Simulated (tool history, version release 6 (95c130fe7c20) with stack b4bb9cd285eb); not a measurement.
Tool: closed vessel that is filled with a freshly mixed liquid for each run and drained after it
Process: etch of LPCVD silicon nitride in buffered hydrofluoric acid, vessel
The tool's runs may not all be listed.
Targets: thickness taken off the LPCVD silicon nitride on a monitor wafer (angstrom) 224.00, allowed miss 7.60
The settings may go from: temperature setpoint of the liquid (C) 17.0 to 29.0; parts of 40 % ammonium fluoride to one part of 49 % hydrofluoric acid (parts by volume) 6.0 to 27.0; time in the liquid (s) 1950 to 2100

run  hour  temperature setpoint of the liquid (C)  parts of 40 % ammonium fluoride to one part of 49 % hydrofluoric acid (parts by volume)  time in the liquid (s)  thickness taken off the LPCVD silicon nitride on a monitor wafer (angstrom)
  1   0.0                                    21.0                                                                                     16.5                    1950                                                                       148.20
  2   0.8                                    22.0                                                                                     16.5                    1950                                                                       153.72
  3   8.5                                    22.0                                                                                     13.0                    1950                                                                       197.81
  4  13.5                                    22.0                                                                                      9.0                    1950                                                                       270.21
  5  17.2                                    21.5                                                                                      9.0                    1950                                                                       267.31
  6  22.9                                    21.0                                                                                      9.0                    1950                                                                       258.20
  7  26.2                                    20.5                                                                                      9.0                    1950                                                                       245.62
  8  31.9                                    20.5                                                                                      9.0                    1950                                                                       248.20
  9  35.9                                    20.0                                                                                      9.0                    1950                                                                       240.94
 10  40.9                                    19.5                                                                                      9.0                    1950                                                                       232.98

Which of these 5 next moves meets every target?
  A  45.9                                    17.5                                                                                      8.0                    1950                                                                            ?
  B  45.9                                    20.0                                                                                      9.5                    2085                                                                            ?
  C  45.9                                    19.0                                                                                      9.5                    2000                                                                            ?
  D  45.9                                    20.0                                                                                      9.0                    1950                                                                            ?
  E  45.9                                    17.5                                                                                      8.0                    2040                                                                            ?

move  thickness taken off the LPCVD silicon nitride on a monitor wafer (angstrom)
   A                                                                       239.89
   B                                                                       251.22
   C                                                                       227.82
   D                                                                       243.08
   E                                                                       250.97
A: further off than the last run
B: further off than the last run
C: meets every target
D: further off than the last run
E: further off than the last run
The right move is C.
